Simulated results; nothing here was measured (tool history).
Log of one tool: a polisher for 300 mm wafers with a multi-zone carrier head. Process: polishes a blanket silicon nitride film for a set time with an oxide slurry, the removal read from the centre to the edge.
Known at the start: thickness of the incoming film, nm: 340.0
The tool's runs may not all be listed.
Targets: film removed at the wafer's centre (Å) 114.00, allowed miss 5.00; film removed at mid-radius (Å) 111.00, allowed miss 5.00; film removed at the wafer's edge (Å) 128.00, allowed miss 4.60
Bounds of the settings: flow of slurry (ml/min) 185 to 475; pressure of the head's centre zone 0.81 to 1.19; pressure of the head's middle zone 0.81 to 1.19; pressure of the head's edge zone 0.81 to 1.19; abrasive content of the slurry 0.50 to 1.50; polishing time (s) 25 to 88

| run | hour | flow of slurry (ml/min) | pressure of the head's centre zone | pressure of the head's middle zone | pressure of the head's edge zone | abrasive content of the slurry | polishing time (s) | film removed at the wafer's centre (Å) | film removed at mid-radius (Å) | film removed at the wafer's edge (Å) |
|---|---|---|---|---|---|---|---|---|---|---|
| 1 | 0.0 | 305 | 1.00 | 1.00 | 1.00 | 1.00 | 56 | 236.58 | 230.91 | 234.98 |
| 2 | 5.5 | 305 | 0.96 | 1.00 | 1.00 | 1.00 | 56 | 227.54 | 231.19 | 233.85 |
| 3 | 9.6 | 305 | 0.96 | 1.00 | 0.94 | 1.00 | 56 | 232.96 | 226.13 | 229.28 |
| 4 | 16.1 | 305 | 0.88 | 1.00 | 0.94 | 1.00 | 56 | 202.20 | 233.93 | 226.23 |
| 5 | 21.4 | 275 | 0.88 | 1.00 | 0.94 | 1.00 | 56 | 210.77 | 227.04 | 229.92 |
| 6 | 28.9 | 275 | 0.88 | 1.00 | 0.94 | 1.00 | 46 | 168.35 | 186.10 | 189.06 |
| 7 | 32.0 | 265 | 0.88 | 0.98 | 0.93 | 0.90 | 44 | 151.86 | 164.46 | 170.34 |
| 8 | 39.1 | 260 | 0.88 | 0.95 | 0.92 | 0.80 | 44 | 144.59 | 149.70 | 156.53 |
| 9 | 46.9 | 250 | 0.87 | 0.92 | 0.93 | 0.75 | 44 | 137.23 | 142.27 | 151.49 |

Which of these 5 next moves meets every target?
| A | 54.7 | 205 | 0.96 | 0.84 | 0.90 | 0.70 | 40 | ? | ? | ? |
| B | 54.7 | 195 | 1.00 | 0.85 | 0.92 | 0.60 | 44 | ? | ? | ? |
| C | 54.7 | 300 | 0.81 | 1.12 | 0.90 | 0.70 | 56 | ? | ? | ? |
| D | 54.7 | 265 | 0.84 | 0.81 | 0.86 | 0.65 | 41 | ? | ? | ? |
| E | 54.7 | 205 | 0.86 | 0.87 | 0.87 | 0.65 | 47 | ? | ? | ? |

| move | film removed at the wafer's centre (Å) | film removed at mid-radius (Å) | film removed at the wafer's edge (Å) |
|---|---|---|---|
| A | 130.09 | 111.89 | 129.34 |
| B | 134.12 | 111.85 | 129.38 |
| C | 161.68 | 208.85 | 186.64 |
| D | 115.37 | 109.90 | 127.59 |
| E | 130.69 | 129.32 | 143.26 |
A: brings the result that was furthest off to its target, and leaves another outside
B: brings the result that was furthest off to its target, and leaves another outside
C: further off than the last run
D: meets every target
E: nearer than the last run, and not there yet
Answer: D
